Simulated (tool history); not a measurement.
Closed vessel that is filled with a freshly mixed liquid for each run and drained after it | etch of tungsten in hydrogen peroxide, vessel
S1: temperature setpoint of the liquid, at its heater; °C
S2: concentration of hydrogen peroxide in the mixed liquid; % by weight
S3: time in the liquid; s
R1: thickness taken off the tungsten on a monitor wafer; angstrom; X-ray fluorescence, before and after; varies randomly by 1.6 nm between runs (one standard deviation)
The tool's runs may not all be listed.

| run | hour | S1 | S2 | S3 | R1 |
|---|---|---|---|---|---|
| 1 | 0.0 | 51.0 | 23.5 | 85 | 2223.1 |
| 2 | 3.9 | 51.5 | 23.5 | 85 | 2300.7 |
| 3 | 9.7 | 48.5 | 23.5 | 85 | 1887.2 |
| 4 | 17.5 | 48.5 | 26.0 | 85 | 2002.4 |
| 5 | 23.9 | 48.5 | 26.0 | 90 | 2117.7 |
| 6 | 30.3 | 48.5 | 21.0 | 90 | 1899.0 |
| 7 | 34.1 | 49.5 | 21.0 | 90 | 2033.7 |
| 8 | 40.3 | 50.5 | 21.0 | 90 | 2131.1 |

Run 9 comes next. What will it give?
| 9 | 46.4 | 50.5 | 21.0 | 90 | ? |

R1: 2152.5 angstrom
